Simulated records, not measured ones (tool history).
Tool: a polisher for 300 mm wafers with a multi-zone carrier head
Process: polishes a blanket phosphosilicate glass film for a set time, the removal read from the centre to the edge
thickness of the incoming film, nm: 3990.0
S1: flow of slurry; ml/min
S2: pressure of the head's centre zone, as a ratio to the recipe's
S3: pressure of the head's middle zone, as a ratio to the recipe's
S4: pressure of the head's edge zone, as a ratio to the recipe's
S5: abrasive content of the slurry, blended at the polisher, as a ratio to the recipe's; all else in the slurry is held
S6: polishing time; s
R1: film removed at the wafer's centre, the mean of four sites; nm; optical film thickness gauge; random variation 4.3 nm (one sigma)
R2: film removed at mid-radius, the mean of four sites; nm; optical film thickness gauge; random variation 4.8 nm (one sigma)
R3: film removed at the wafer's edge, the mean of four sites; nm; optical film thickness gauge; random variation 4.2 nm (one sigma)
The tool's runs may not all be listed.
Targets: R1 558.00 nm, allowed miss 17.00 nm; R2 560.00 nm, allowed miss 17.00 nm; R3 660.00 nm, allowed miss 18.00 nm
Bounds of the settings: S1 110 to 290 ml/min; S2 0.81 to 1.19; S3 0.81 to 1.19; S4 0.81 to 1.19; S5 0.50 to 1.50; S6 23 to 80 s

run  hour   S1    S2    S3    S4    S5  S6      R1      R2      R3
  1   0.0  185  1.00  1.00  1.00  1.00  51  436.68  439.33  433.03
  2   8.1  185  0.99  0.98  1.03  1.10  52  463.23  462.04  463.22
  3  12.1  185  0.97  0.95  1.06  1.15  53  466.49  461.57  492.48
  4  21.1  185  0.97  0.87  1.06  1.15  53  469.46  426.88  498.37
  5  22.2  190  0.96  0.88  1.08  1.20  54  485.49  454.51  526.32
  6  25.4  190  0.96  0.88  1.08  1.20  46  411.50  384.94  441.81
  7  31.6  190  0.95  0.88  1.09  1.25  48  438.29  408.16  469.77
  8  40.2  200  0.85  0.90  1.19  1.50  59  521.66  555.94  655.35

Which of these 5 next moves meets every target?
  A  48.8  235  0.91  0.86  1.04  1.50  61   ?   ?   ?
  B  48.8  215  0.86  0.91  1.15  1.50  57   ?   ?   ?
  C  48.8  200  0.83  0.90  1.19  1.40  59   ?   ?   ?
  D  48.8  235  0.88  0.89  1.15  1.50  59   ?   ?   ?
  E  48.8  185  0.96  0.90  1.14  1.35  60   ?   ?   ?

move      R1      R2      R3
   A  594.21  570.64  649.87
   B  522.68  552.04  632.66
   C  505.67  545.80  644.45
   D  558.93  567.76  661.01
   E  564.58  540.05  625.98
A: takes the result that was furthest off past its target
B: as far off as the last run
C: further off than the last run
D: meets every target
E: brings the result that was furthest off to its target, and leaves another outside
Answer: D
